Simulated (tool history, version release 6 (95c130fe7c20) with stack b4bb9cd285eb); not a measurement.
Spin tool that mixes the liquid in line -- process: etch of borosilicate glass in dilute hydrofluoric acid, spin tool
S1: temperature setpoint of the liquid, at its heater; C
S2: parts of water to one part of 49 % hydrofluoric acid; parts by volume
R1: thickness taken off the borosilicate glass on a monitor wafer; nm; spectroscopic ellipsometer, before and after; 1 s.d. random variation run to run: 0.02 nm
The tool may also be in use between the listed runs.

{"run": 1, "hour": 0.0, "S1": 24.0, "S2": 175, "time under the liquid (s)": 15, "R1": 1.853}
{"run": 2, "hour": 3.5, "S1": 24.0, "S2": 175, "time under the liquid (s)": 15, "R1": 1.8547}
{"run": 3, "hour": 12.0, "S1": 24.0, "S2": 175, "time under the liquid (s)": 15, "R1": 1.8394}
{"run": 4, "hour": 14.0, "S1": 24.0, "S2": 115, "time under the liquid (s)": 15, "R1": 3.0191}
{"run": 5, "hour": 22.5, "S1": 22.5, "S2": 115, "time under the liquid (s)": 15, "R1": 2.8747}
{"run": 6, "hour": 30.9, "S1": 21.5, "S2": 115, "time under the liquid (s)": 15, "R1": 2.6866}
{"run": 7, "hour": 31.6, "S1": 21.0, "S2": 115, "time under the liquid (s)": 15, "R1": 2.6871}

What will run 8 give?
{"run": 8, "hour": 33.3, "S1": 20.5, "S2": 115, "time under the liquid (s)": 15, "R1": "?"}

Logged for run 8: R1 2.6740 nm.

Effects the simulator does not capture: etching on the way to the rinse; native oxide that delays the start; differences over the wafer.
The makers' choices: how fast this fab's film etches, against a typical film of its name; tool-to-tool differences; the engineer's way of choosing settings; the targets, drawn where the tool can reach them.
